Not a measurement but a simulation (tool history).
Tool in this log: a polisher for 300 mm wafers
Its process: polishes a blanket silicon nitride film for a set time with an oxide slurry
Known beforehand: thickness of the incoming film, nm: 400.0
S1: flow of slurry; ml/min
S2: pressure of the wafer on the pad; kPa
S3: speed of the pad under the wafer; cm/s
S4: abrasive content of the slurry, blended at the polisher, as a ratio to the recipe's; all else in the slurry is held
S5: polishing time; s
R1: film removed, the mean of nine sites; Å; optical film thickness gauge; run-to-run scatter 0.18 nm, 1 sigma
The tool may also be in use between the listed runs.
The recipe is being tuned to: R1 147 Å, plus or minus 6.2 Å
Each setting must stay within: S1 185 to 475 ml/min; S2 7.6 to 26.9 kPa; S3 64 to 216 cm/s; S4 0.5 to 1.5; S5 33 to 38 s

run,hour,S1,S2,S3,S4,S5,R1
1,0,305,17.2,140,1,38,239.64
2,4,305,17.2,116,1,38,208.36
3,7.6,305,16.5,116,1,38,204.41
4,16.4,305,15.9,116,1,38,196.26
5,21.5,305,15.9,130,1,38,216.33
6,24.5,305,15.9,130,1.15,38,227.13
7,31.7,305,15.2,130,1.15,38,215.76
8,35.2,305,14.5,130,1.15,38,205.58
9,40.1,305,13.8,130,1.15,38,194.35
10,41.8,305,13.1,130,1.15,38,188.64
11,43.7,305,12.4,130,1.15,38,178.09
12,47.7,305,11,130,1.15,38,157.05

Which one of the following 5 next-run settings gets every result inside its allowed miss? There is exactly one.
A,51.7,300,17.2,94,1.25,33,?
B,51.7,340,12.4,124,1.15,38,?
C,51.7,330,11,152,1.1,37,?
D,51.7,275,13.1,94,1,38,?
E,51.7,265,11.7,134,1.1,33,?

move,R1
A,169.56
B,176.14
C,177.99
D,139.41
E,148.73
A: misses by more than the last run did
B: misses by more than the last run did
C: misses by more than the last run did
D: takes the result that was furthest off past its target
E: every result lands within tolerance
Move E is the one to make.

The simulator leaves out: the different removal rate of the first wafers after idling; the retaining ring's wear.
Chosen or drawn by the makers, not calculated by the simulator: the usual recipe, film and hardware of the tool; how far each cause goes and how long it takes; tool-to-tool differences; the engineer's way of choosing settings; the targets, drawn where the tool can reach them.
